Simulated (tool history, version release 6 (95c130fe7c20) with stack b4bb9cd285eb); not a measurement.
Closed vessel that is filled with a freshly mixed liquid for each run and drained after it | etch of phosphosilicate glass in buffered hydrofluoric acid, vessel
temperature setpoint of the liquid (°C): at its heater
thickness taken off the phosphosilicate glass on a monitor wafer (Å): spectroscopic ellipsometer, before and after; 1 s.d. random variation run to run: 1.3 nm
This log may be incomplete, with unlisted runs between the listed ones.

run,hour,temperature setpoint of the liquid (°C),parts of 40 % ammonium fluoride to one part of 49 % hydrofluoric acid (parts by volume),time in the liquid (s),thickness taken off the phosphosilicate glass on a monitor wafer (Å)
1,0,22,15.5,30,1435
2,6.8,23,14.5,30,1625.2
3,9.1,24,13.5,30,1829.1
4,17,24,13.5,30,1840.6
5,19.6,25,13,30,2023
6,21.2,25,17,30,1554.7
7,24.1,25.5,16,30,1692.4
8,26.6,25.5,16,30,1686.7
9,30.2,26,15,30,1852.2
10,38.1,26.5,14,30,2041.6
11,42.3,27,13.5,30,2158
12,50.7,27.5,13,30,2309.6
13,57.4,28,12.5,30,2474.4
14,63.6,28.5,12,30,2641.1
15,67,28.5,11.5,30,2749.3
16,68.2,28.5,11,30,2869.1

For run 17, what comes out?
# hour 73.2: thermometer replaced
17,73.2,29.5,10.5,30,?

{"run 17": {"thickness taken off the phosphosilicate glass on a monitor wafer (Å)": 3530.2}}
